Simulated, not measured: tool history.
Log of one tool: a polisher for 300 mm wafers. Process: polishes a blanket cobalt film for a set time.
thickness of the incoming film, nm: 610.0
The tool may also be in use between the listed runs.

run,hour,flow of slurry (ml/min),pressure of the wafer on the pad (psi),speed of the pad under the wafer (cm/s),polishing time (s),film removed (nm)
1,0.0,170,2.4,94,50,344.03
2,2.7,170,2.5,94,50,348.28
3,3.8,170,2.7,94,50,379.63
4,6.1,170,2.7,114,50,434.19
5,10.5,170,2.7,94,50,387.52
6,18.3,170,2.8,94,50,397.89
7,22.9,170,2.9,94,50,413.50

Expected results for the next run?
8,24.4,170,3.0,94,50,?

film removed (nm): 427.77

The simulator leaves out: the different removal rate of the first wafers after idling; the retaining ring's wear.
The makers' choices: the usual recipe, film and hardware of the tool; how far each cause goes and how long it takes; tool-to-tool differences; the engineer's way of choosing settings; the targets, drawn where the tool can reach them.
